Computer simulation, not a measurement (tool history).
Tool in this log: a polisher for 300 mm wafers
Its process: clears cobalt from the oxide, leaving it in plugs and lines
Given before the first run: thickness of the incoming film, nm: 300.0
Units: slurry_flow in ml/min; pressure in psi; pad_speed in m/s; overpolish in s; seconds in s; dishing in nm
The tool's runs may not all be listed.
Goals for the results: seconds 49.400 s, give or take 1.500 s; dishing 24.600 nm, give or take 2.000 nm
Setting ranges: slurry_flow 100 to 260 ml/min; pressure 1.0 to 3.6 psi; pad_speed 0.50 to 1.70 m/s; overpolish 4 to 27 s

Run 1, hour 0.0: slurry_flow 165 ml/min, pressure 2.3 psi, pad_speed 1.10 m/s, overpolish 14 s. Result: seconds 40.334 s, dishing 55.143 nm.
Run 2, hour 6.1: slurry_flow 165 ml/min, pressure 2.3 psi, pad_speed 0.88 m/s, overpolish 14 s. Result: seconds 47.928 s, dishing 50.294 nm.
Run 3, hour 11.7: slurry_flow 165 ml/min, pressure 2.0 psi, pad_speed 0.88 m/s, overpolish 14 s. Result: seconds 55.619 s, dishing 45.290 nm.
Run 4, hour 19.2: slurry_flow 175 ml/min, pressure 2.0 psi, pad_speed 0.90 m/s, overpolish 13 s. Result: seconds 54.918 s, dishing 44.450 nm.
Run 5, hour 23.6: slurry_flow 185 ml/min, pressure 2.0 psi, pad_speed 0.92 m/s, overpolish 12 s. Result: seconds 52.187 s, dishing 44.922 nm.
Run 6, hour 29.2: slurry_flow 225 ml/min, pressure 2.0 psi, pad_speed 0.92 m/s, overpolish 12 s. Result: seconds 52.469 s, dishing 43.822 nm.
Run 7, hour 35.5: slurry_flow 260 ml/min, pressure 2.1 psi, pad_speed 0.92 m/s, overpolish 6 s. Result: seconds 48.001 s, dishing 29.269 nm.
Run 8, hour 41.8: slurry_flow 260 ml/min, pressure 2.1 psi, pad_speed 0.88 m/s, overpolish 4 s. Result: seconds 50.282 s, dishing 20.578 nm.

4 next moves are on the table. One of them brings every result within its allowed miss. Which?
Run A, hour 48.1: slurry_flow 260 ml/min, pressure 1.9 psi, pad_speed 1.00 m/s, overpolish 4 s. Result: seconds ?, dishing ?.
Run B, hour 48.1: slurry_flow 255 ml/min, pressure 2.4 psi, pad_speed 0.76 m/s, overpolish 5 s. Result: seconds ?, dishing ?.
Run C, hour 48.1: slurry_flow 255 ml/min, pressure 2.2 psi, pad_speed 0.86 m/s, overpolish 4 s. Result: seconds ?, dishing ?.
Run D, hour 48.1: slurry_flow 260 ml/min, pressure 1.7 psi, pad_speed 1.04 m/s, overpolish 6 s. Result: seconds ?, dishing ?.

move  seconds  dishing
   A   50.167   20.909
   B   50.316   25.024
   C   49.489   21.146
   D   54.003   27.325
A: gains on the last run, yet a result remains outside its allowed miss
B: hits every target within its allowed miss
C: gains on the last run, yet a result remains outside its allowed miss
D: moves the result that the last run missed by most past its target, out the other side
The right move is B.

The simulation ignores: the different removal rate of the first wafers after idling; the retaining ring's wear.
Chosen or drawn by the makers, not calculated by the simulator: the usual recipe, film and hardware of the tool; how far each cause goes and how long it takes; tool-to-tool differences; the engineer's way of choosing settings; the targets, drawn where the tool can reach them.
